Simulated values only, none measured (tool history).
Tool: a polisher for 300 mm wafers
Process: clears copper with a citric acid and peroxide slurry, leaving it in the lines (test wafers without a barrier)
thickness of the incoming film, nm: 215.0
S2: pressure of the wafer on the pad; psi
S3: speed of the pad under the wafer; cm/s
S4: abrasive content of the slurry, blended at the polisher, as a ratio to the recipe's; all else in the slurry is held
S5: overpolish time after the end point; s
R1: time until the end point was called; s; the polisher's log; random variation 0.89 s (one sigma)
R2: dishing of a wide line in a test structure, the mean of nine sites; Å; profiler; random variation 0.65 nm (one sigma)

run 1 hour=0.0 | flow_of_slurry_(ml/min)=245 S2=3.7 S3=98 S4=1.00 S5=22 | R1=94.436 R2=410.88
run 2 hour=1.1 | flow_of_slurry_(ml/min)=245 S2=3.9 S3=98 S4=1.00 S5=20 | R1=89.525 R2=396.54
run 3 hour=8.2 | flow_of_slurry_(ml/min)=245 S2=3.9 S3=98 S4=0.85 S5=20 | R1=92.003 R2=371.21
run 4 hour=9.8 | flow_of_slurry_(ml/min)=245 S2=4.1 S3=98 S4=0.85 S5=19 | R1=88.638 R2=389.48
run 5 hour=18.3 | flow_of_slurry_(ml/min)=245 S2=4.1 S3=98 S4=0.85 S5=13 | R1=87.036 R2=278.29
run 6 hour=27.0 | flow_of_slurry_(ml/min)=245 S2=4.1 S3=112 S4=0.85 S5=13 | R1=78.427 R2=299.30
run 7 hour=35.9 | flow_of_slurry_(ml/min)=245 S2=4.2 S3=112 S4=0.85 S5=13 | R1=76.692 R2=310.74

Run 8 comes next. What will it give?
run 8 hour=39.2 | flow_of_slurry_(ml/min)=245 S2=4.3 S3=112 S4=0.85 S5=13 | R1=? R2=?

R1: 74.210 s
R2: 314.60 Å
